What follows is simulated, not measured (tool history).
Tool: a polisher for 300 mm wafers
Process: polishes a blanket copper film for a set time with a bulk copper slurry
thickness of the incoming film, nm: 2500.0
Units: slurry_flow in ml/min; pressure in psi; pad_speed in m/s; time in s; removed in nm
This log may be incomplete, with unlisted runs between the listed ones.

run	hour	slurry_flow	pressure	pad_speed	slurry_solids	time	removed
1	0.0	125	1.9	0.96	1.00	49	350.42
2	2.4	120	1.6	0.84	1.00	49	260.44
3	6.7	120	1.6	0.84	0.85	49	254.16
4	14.2	115	1.4	0.78	0.85	49	207.21
5	17.3	110	1.2	0.76	0.85	49	178.78
6	22.4	105	1.1	0.74	0.85	49	159.41
7	26.9	100	1.1	0.74	0.85	49	155.54

What does the tool deliver on the next run?
8	32.4	95	1.1	0.74	0.85	49	?

For run 8 the tool returned removed 155.43 nm.
